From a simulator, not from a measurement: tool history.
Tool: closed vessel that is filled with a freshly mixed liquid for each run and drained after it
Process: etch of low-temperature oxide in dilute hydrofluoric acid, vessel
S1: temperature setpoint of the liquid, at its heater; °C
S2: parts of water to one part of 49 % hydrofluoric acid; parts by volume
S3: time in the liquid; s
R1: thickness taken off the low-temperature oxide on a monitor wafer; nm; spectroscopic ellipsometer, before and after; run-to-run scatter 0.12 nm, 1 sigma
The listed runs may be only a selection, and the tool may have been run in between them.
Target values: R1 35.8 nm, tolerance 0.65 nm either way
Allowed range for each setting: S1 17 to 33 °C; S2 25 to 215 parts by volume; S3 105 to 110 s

{"run": 1, "hour": 0.0, "S1": 25, "S2": 120, "S3": 105, "R1": 14.787}
{"run": 2, "hour": 8.6, "S1": 27, "S2": 105, "S3": 105, "R1": 18.58}
{"run": 3, "hour": 16.5, "S1": 27, "S2": 80, "S3": 105, "R1": 25.403}
{"run": 4, "hour": 24.9, "S1": 28.5, "S2": 75, "S3": 105, "R1": 28.538}
{"run": 5, "hour": 30.0, "S1": 28.5, "S2": 115, "S3": 105, "R1": 17.741}
{"run": 6, "hour": 34.5, "S1": 29.5, "S2": 105, "S3": 105, "R1": 20.496}
{"run": 7, "hour": 41.7, "S1": 30.5, "S2": 95, "S3": 105, "R1": 23.861}
{"run": 8, "hour": 44.1, "S1": 33, "S2": 60, "S3": 105, "R1": 43.706}
{"run": 9, "hour": 47.1, "S1": 32, "S2": 60, "S3": 105, "R1": 41.963}
{"run": 10, "hour": 52.8, "S1": 31, "S2": 60, "S3": 105, "R1": 40.593}
{"run": 11, "hour": 58.5, "S1": 30.5, "S2": 60, "S3": 105, "R1": 39.874}

5 next moves are on the table. One of them brings every result within its allowed miss. Which?
{"run": "A", "hour": 64.2, "S1": 30, "S2": 65, "S3": 110, "R1": "?"}
{"run": "B", "hour": 64.2, "S1": 29, "S2": 65, "S3": 105, "R1": "?"}
{"run": "C", "hour": 64.2, "S1": 30.5, "S2": 55, "S3": 110, "R1": "?"}
{"run": "D", "hour": 64.2, "S1": 32, "S2": 70, "S3": 110, "R1": "?"}
{"run": "E", "hour": 64.2, "S1": 24.5, "S2": 55, "S3": 110, "R1": "?"}

move=A R1=37.216
move=B R1=34.17
move=C R1=45.531
move=D R1=37.022
move=E R1=35.847
A: nearer than the last run, and not there yet
B: takes the biggest miss from the last run beyond its target
C: further off than the last run
D: nearer than the last run, and not there yet
E: hits every target within its allowed miss
So the answer is move E, the one that meets all the targets.

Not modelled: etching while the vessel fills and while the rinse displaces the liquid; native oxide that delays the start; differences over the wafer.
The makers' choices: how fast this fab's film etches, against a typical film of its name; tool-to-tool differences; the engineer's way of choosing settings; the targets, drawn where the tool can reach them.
